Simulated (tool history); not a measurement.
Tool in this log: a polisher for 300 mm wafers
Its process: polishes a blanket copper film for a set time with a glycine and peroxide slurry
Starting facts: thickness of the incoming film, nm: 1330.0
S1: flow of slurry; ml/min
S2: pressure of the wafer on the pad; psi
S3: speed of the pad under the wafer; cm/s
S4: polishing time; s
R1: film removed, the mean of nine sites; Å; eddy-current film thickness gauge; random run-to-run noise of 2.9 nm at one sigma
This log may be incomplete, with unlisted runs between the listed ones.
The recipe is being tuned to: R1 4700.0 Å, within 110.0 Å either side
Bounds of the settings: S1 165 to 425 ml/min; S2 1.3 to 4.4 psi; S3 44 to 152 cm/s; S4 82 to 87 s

{"run": 1, "hour": 0.0, "S1": 275, "S2": 2.8, "S3": 98, "S4": 82, "R1": 4993.8}
{"run": 2, "hour": 7.4, "S1": 275, "S2": 3.2, "S3": 98, "S4": 82, "R1": 5512.0}
{"run": 3, "hour": 12.5, "S1": 275, "S2": 3.1, "S3": 98, "S4": 82, "R1": 5441.8}
{"run": 4, "hour": 17.2, "S1": 275, "S2": 3.0, "S3": 98, "S4": 82, "R1": 5312.5}
{"run": 5, "hour": 24.8, "S1": 275, "S2": 3.3, "S3": 98, "S4": 82, "R1": 5697.1}
{"run": 6, "hour": 29.2, "S1": 275, "S2": 3.2, "S3": 98, "S4": 82, "R1": 5563.8}
{"run": 7, "hour": 30.5, "S1": 260, "S2": 2.5, "S3": 98, "S4": 82, "R1": 4563.1}
{"run": 8, "hour": 33.2, "S1": 270, "S2": 2.5, "S3": 98, "S4": 82, "R1": 4510.5}
{"run": 9, "hour": 34.0, "S1": 270, "S2": 2.7, "S3": 98, "S4": 82, "R1": 4825.5}
{"hour": 35.7, "done": "worn pad replaced by a new one"}
{"run": 10, "hour": 35.7, "S1": 265, "S2": 2.6, "S3": 98, "S4": 82, "R1": 5037.6}
{"run": 11, "hour": 40.9, "S1": 270, "S2": 2.6, "S3": 98, "S4": 82, "R1": 5072.0}
{"run": 12, "hour": 47.8, "S1": 265, "S2": 2.6, "S3": 98, "S4": 82, "R1": 5057.3}
{"run": 13, "hour": 53.3, "S1": 270, "S2": 2.6, "S3": 98, "S4": 82, "R1": 5087.3}
{"run": 14, "hour": 59.5, "S1": 260, "S2": 2.6, "S3": 98, "S4": 82, "R1": 5030.5}
{"run": 15, "hour": 62.6, "S1": 265, "S2": 2.6, "S3": 98, "S4": 82, "R1": 5107.5}
{"run": 16, "hour": 70.9, "S1": 265, "S2": 2.6, "S3": 98, "S4": 82, "R1": 5051.8}
{"run": 17, "hour": 79.7, "S1": 270, "S2": 2.6, "S3": 98, "S4": 82, "R1": 5061.6}
{"run": 18, "hour": 87.5, "S1": 260, "S2": 2.6, "S3": 98, "S4": 82, "R1": 5046.9}
{"run": 19, "hour": 90.5, "S1": 265, "S2": 2.6, "S3": 98, "S4": 82, "R1": 5036.5}
{"run": 20, "hour": 99.4, "S1": 275, "S2": 2.6, "S3": 98, "S4": 82, "R1": 5001.4}
{"run": 21, "hour": 103.4, "S1": 270, "S2": 2.6, "S3": 98, "S4": 82, "R1": 5013.9}

Below are 4 possible settings for the next run. Only one of them brings all results inside the allowed miss of their targets. Which is it?
{"run": "A", "hour": 107.4, "S1": 355, "S2": 2.2, "S3": 90, "S4": 86, "R1": "?"}
{"run": "B", "hour": 107.4, "S1": 270, "S2": 2.5, "S3": 96, "S4": 85, "R1": "?"}
{"run": "C", "hour": 107.4, "S1": 235, "S2": 2.6, "S3": 98, "S4": 83, "R1": "?"}
{"run": "D", "hour": 107.4, "S1": 290, "S2": 3.0, "S3": 78, "S4": 82, "R1": "?"}

move=A R1=4416.7
move=B R1=4956.2
move=C R1=5002.6
move=D R1=4718.3
A: the result that was furthest off in the last run now lies on the other side of its target
B: closes in on the targets versus the last run, not all within tolerance yet
C: about the same distance from the targets as the last run
D: meets every target
D meets every target.

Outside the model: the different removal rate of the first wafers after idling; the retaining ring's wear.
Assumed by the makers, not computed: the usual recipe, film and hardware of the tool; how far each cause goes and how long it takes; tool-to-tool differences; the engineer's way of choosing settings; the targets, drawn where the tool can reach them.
